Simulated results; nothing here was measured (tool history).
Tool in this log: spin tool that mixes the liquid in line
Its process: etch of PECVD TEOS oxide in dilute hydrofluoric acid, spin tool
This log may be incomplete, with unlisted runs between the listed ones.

run    day  temperature setpoint of the liquid (°C)  parts of water to one part of 49 % hydrofluoric acid (parts by volume)  time under the liquid (s)  thickness taken off the PECVD TEOS oxide on a monitor wafer (angstrom)
  1      0                                       23                                                                      70                         80                                                                  138.68
  2  0.167                                       25                                                                      70                         80                                                                  151.74
  3  0.504                                       26                                                                      70                         80                                                                  155.43
  4  0.562                                       27                                                                      70                         80                                                                  164.96
  5  0.917                                       27                                                                      95                         80                                                                  116.09
  6  1.238                                     28.5                                                                      90                         80                                                                  130.11
  7  1.479                                     29.5                                                                      85                         80                                                                  144.03

Predict the results of run 8:
  8  1.538                                     29.5                                                                      85                         80                                                                       ?

{"run 8": {"thickness taken off the PECVD TEOS oxide on a monitor wafer (angstrom)": 144.58}}
